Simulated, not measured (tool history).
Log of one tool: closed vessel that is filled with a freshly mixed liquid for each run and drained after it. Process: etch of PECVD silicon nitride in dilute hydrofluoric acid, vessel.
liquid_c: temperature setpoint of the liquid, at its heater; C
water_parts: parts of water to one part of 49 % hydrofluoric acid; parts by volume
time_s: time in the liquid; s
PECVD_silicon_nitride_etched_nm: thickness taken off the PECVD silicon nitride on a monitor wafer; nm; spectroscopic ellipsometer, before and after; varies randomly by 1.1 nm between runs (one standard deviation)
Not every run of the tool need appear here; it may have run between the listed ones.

| run | hour | liquid_c | water_parts | time_s | PECVD_silicon_nitride_etched_nm |
|---|---|---|---|---|---|
| 1 | 0.0 | 23.0 | 100 | 2995 | 51.972 |
| 2 | 3.3 | 23.0 | 80 | 2995 | 64.821 |
| 3 | 11.3 | 26.0 | 80 | 2995 | 78.495 |
| 4 | 14.1 | 23.0 | 80 | 2995 | 64.426 |
| 5 | 16.0 | 23.0 | 80 | 3200 | 68.452 |
| 6 | 20.2 | 20.5 | 80 | 3200 | 58.057 |
| 7 | 26.3 | 24.5 | 75 | 3200 | 81.285 |
| 8 | 29.6 | 25.5 | 75 | 3200 | 87.454 |
| 9 | 34.3 | 26.5 | 75 | 3200 | 93.744 |
| 10 | 36.3 | 26.5 | 75 | 3200 | 93.376 |
| 11 | 46.1 | 27.0 | 75 | 3200 | 96.633 |
| 12 | 56.0 | 27.5 | 75 | 3200 | 100.140 |

What does the tool deliver on the next run?
| 13 | 59.3 | 28.0 | 75 | 3200 | ? |

PECVD_silicon_nitride_etched_nm: 103.380 nm
